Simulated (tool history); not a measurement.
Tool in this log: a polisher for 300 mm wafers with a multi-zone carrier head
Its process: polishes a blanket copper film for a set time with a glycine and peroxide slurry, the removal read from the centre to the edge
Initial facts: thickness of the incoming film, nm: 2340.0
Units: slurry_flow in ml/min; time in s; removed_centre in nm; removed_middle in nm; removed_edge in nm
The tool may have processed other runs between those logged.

| run | hour | slurry_flow | centre_zone | middle_zone | edge_zone | time | removed_centre | removed_middle | removed_edge |
|---|---|---|---|---|---|---|---|---|---|
| 1 | 0.0 | 165 | 1.00 | 1.00 | 1.00 | 42 | 267.41 | 261.40 | 260.52 |
| 2 | 8.9 | 160 | 1.02 | 0.97 | 0.96 | 37 | 236.27 | 226.19 | 225.18 |
| 3 | 9.5 | 160 | 1.02 | 0.97 | 0.96 | 30 | 191.06 | 180.39 | 182.24 |
| 4 | 13.2 | 160 | 0.95 | 0.97 | 0.96 | 30 | 177.05 | 182.87 | 181.10 |
| 5 | 20.6 | 160 | 0.95 | 0.97 | 0.96 | 35 | 207.04 | 211.20 | 212.44 |
| 6 | 23.1 | 125 | 0.95 | 0.97 | 0.96 | 35 | 194.37 | 200.29 | 204.94 |
| 7 | 29.7 | 130 | 0.99 | 0.95 | 0.93 | 32 | 192.58 | 182.70 | 185.20 |
| 8 | 37.1 | 125 | 1.00 | 0.93 | 0.90 | 31 | 182.66 | 173.80 | 176.77 |
| 9 | 45.1 | 125 | 1.03 | 0.92 | 0.88 | 30 | 180.89 | 166.76 | 170.86 |
| 10 | 54.1 | 125 | 1.06 | 0.91 | 0.86 | 29 | 178.82 | 158.51 | 165.39 |

What does the tool deliver on the next run?
| 11 | 59.9 | 125 | 1.06 | 0.91 | 0.86 | 29 | ? | ? | ? |

{"run 11": {"removed_centre": 180.3, "removed_middle": 161.86, "removed_edge": 162.66}}

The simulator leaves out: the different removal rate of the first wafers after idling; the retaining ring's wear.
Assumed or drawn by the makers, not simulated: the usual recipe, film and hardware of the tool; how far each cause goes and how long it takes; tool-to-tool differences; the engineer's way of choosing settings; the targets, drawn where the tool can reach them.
